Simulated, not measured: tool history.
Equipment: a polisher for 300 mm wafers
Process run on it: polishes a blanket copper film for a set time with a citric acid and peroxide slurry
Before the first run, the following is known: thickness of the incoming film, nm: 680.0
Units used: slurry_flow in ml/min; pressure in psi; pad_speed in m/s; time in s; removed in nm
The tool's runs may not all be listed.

run,hour,slurry_flow,pressure,pad_speed,slurry_solids,time,removed
1,0.0,150,2.5,0.92,1.0,108,165.88
2,5.1,150,2.0,0.92,1.0,108,135.35
3,13.3,150,2.0,0.74,1.0,108,112.86
4,19.7,160,2.5,0.74,1.0,108,136.17
5,24.4,160,2.9,0.74,1.0,108,158.69
6,29.4,165,3.2,0.74,1.0,108,170.84
7,35.7,165,3.2,0.74,1.0,108,168.59

Run 8 is up next; what results do you expect?
8,43.8,165,3.4,0.76,1.0,108,?

Run 8 yielded removed 183.53 nm.
